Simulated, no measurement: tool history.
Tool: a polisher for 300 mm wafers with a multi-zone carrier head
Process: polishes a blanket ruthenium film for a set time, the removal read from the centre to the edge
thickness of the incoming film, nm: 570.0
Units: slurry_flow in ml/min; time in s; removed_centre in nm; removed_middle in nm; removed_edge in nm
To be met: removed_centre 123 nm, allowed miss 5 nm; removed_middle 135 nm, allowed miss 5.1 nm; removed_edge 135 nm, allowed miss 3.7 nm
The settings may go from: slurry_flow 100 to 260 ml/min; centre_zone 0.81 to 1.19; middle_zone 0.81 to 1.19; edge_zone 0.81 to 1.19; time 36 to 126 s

Run 1, hour 0: slurry_flow 165 ml/min, centre_zone 1, middle_zone 1, edge_zone 1, time 81 s. Result: removed_centre 119.85 nm, removed_middle 119.62 nm, removed_edge 114.38 nm.
Run 2, hour 3.6: slurry_flow 170 ml/min, centre_zone 0.99, middle_zone 1, edge_zone 1.02, time 81 s. Result: removed_centre 118.21 nm, removed_middle 120.81 nm, removed_edge 113.74 nm.
Run 3, hour 9.4: slurry_flow 170 ml/min, centre_zone 0.98, middle_zone 0.99, edge_zone 1.03, time 82 s. Result: removed_centre 117.68 nm, removed_middle 118.35 nm, removed_edge 119.02 nm.
Run 4, hour 15.2: slurry_flow 135 ml/min, centre_zone 0.98, middle_zone 0.99, edge_zone 1.03, time 82 s. Result: removed_centre 116.9 nm, removed_middle 115.39 nm, removed_edge 114.93 nm.
Run 5, hour 22.1: slurry_flow 140 ml/min, centre_zone 0.98, middle_zone 1, edge_zone 1.04, time 82 s. Result: removed_centre 114.53 nm, removed_middle 118.56 nm, removed_edge 117.88 nm.
Run 6, hour 24.7: slurry_flow 160 ml/min, centre_zone 0.98, middle_zone 1, edge_zone 1.04, time 82 s. Result: removed_centre 117.27 nm, removed_middle 121.95 nm, removed_edge 118.02 nm.
Run 7, hour 33.4: slurry_flow 165 ml/min, centre_zone 0.98, middle_zone 1, edge_zone 1.05, time 82 s. Result: removed_centre 118.82 nm, removed_middle 117.1 nm, removed_edge 119.99 nm.
Run 8, hour 40.3: slurry_flow 170 ml/min, centre_zone 0.98, middle_zone 1.01, edge_zone 1.06, time 82 s. Result: removed_centre 119.83 nm, removed_middle 123.82 nm, removed_edge 118.96 nm.
Run 9, hour 47.7: slurry_flow 185 ml/min, centre_zone 0.9, middle_zone 0.96, edge_zone 1.16, time 90 s. Result: removed_centre 119.4 nm, removed_middle 129.18 nm, removed_edge 138.4 nm.
Run 10, hour 51.2: slurry_flow 185 ml/min, centre_zone 0.9, middle_zone 0.96, edge_zone 1.15, time 90 s. Result: removed_centre 122.6 nm, removed_middle 128.32 nm, removed_edge 137.17 nm.

4 next moves are on the table. One of them brings every result within its allowed miss. Which?
Run A, hour 54.7: slurry_flow 210 ml/min, centre_zone 0.87, middle_zone 1.07, edge_zone 1.16, time 93 s. Result: removed_centre ?, removed_middle ?, removed_edge ?.
Run B, hour 54.7: slurry_flow 220 ml/min, centre_zone 0.95, middle_zone 0.96, edge_zone 1.02, time 93 s. Result: removed_centre ?, removed_middle ?, removed_edge ?.
Run C, hour 54.7: slurry_flow 215 ml/min, centre_zone 0.95, middle_zone 1.05, edge_zone 1.19, time 86 s. Result: removed_centre ?, removed_middle ?, removed_edge ?.
Run D, hour 54.7: slurry_flow 180 ml/min, centre_zone 0.92, middle_zone 1.08, edge_zone 1.05, time 91 s. Result: removed_centre ?, removed_middle ?, removed_edge ?.

move  removed_centre  removed_middle  removed_edge
   A          121.43          150.12        145.94
   B          133.33          137.61         137.5
   C          123.04          136.89        137.06
   D          123.33          145.55        134.06
A: takes the result that was furthest off past its target
B: brings the result that was furthest off to its target, and leaves another outside
C: meets every target
D: takes the result that was furthest off past its target
Answer: C
